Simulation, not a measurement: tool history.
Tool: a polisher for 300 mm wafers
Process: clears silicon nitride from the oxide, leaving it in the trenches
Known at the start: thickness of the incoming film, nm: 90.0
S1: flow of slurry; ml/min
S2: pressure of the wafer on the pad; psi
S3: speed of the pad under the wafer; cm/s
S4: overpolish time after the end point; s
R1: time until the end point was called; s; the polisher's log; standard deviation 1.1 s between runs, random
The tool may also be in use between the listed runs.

{"run": 1, "day": 0.0, "S1": 245, "S2": 1.7, "S3": 112, "S4": 11, "R1": 176.31}
{"run": 2, "day": 0.242, "S1": 245, "S2": 1.7, "S3": 112, "S4": 8, "R1": 178.55}
{"run": 3, "day": 0.471, "S1": 245, "S2": 1.7, "S3": 112, "S4": 11, "R1": 183.17}
{"run": 4, "day": 0.775, "S1": 185, "S2": 1.7, "S3": 112, "S4": 11, "R1": 186.33}
{"run": 5, "day": 0.846, "S1": 190, "S2": 1.9, "S3": 112, "S4": 11, "R1": 166.44}
{"run": 6, "day": 0.95, "S1": 190, "S2": 1.9, "S3": 100, "S4": 11, "R1": 182.91}
{"run": 7, "day": 1.012, "S1": 200, "S2": 2.4, "S3": 102, "S4": 11, "R1": 143.04}

Estimate the outcome of run 8 from the log above:
{"run": 8, "day": 1.225, "S1": 200, "S2": 2.5, "S3": 104, "S4": 11, "R1": "?"}

R1: 135.04 s
